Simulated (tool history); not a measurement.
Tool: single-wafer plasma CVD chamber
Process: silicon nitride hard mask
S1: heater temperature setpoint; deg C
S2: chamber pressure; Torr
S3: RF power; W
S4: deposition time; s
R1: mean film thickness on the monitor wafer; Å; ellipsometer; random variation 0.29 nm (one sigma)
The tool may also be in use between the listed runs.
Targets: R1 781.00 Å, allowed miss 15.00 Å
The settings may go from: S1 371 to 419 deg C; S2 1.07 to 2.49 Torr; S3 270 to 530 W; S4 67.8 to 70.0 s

Run 1, hour 0.0: S1 395 deg C, S2 1.78 Torr, S3 400 W, S4 67.8 s. Result: R1 924.39 Å.
Run 2, hour 8.2: S1 395 deg C, S2 1.70 Torr, S3 390 W, S4 67.8 s. Result: R1 900.60 Å.
Run 3, hour 16.7: S1 395 deg C, S2 1.70 Torr, S3 355 W, S4 67.8 s. Result: R1 860.59 Å.
Run 4, hour 21.6: S1 400 deg C, S2 1.70 Torr, S3 355 W, S4 67.8 s. Result: R1 859.20 Å.
Run 5, hour 22.9: S1 392 deg C, S2 1.70 Torr, S3 355 W, S4 67.8 s. Result: R1 864.21 Å.
Run 6, hour 27.6: S1 392 deg C, S2 1.70 Torr, S3 355 W, S4 67.8 s. Result: R1 863.79 Å.
Run 7, hour 34.4: S1 392 deg C, S2 1.63 Torr, S3 350 W, S4 67.8 s. Result: R1 844.52 Å.
Run 8, hour 36.2: S1 392 deg C, S2 1.58 Torr, S3 350 W, S4 67.8 s. Result: R1 832.66 Å.
Run 9, hour 36.8: S1 392 deg C, S2 1.54 Torr, S3 350 W, S4 67.8 s. Result: R1 827.45 Å.
Run 10, hour 39.5: S1 392 deg C, S2 1.51 Torr, S3 350 W, S4 67.8 s. Result: R1 822.50 Å.
Run 11, hour 43.3: S1 392 deg C, S2 1.48 Torr, S3 350 W, S4 67.8 s. Result: R1 813.06 Å.
Run 12, hour 44.0: S1 392 deg C, S2 1.46 Torr, S3 350 W, S4 67.8 s. Result: R1 811.76 Å.
Run 13, hour 49.9: S1 392 deg C, S2 1.44 Torr, S3 350 W, S4 67.8 s. Result: R1 808.29 Å.

Which of these 4 next moves meets every target?
Run A, hour 55.8: S1 391 deg C, S2 1.28 Torr, S3 330 W, S4 67.8 s. Result: R1 ?.
Run B, hour 55.8: S1 399 deg C, S2 1.27 Torr, S3 330 W, S4 67.8 s. Result: R1 ?.
Run C, hour 55.8: S1 374 deg C, S2 1.25 Torr, S3 385 W, S4 67.8 s. Result: R1 ?.
Run D, hour 55.8: S1 394 deg C, S2 1.20 Torr, S3 350 W, S4 70.0 s. Result: R1 ?.

move      R1
   A  752.98
   B  747.89
   C  819.11
   D  782.10
A: takes the result that was furthest off past its target
B: takes the result that was furthest off past its target
C: further off than the last run
D: meets every target
Answer: D

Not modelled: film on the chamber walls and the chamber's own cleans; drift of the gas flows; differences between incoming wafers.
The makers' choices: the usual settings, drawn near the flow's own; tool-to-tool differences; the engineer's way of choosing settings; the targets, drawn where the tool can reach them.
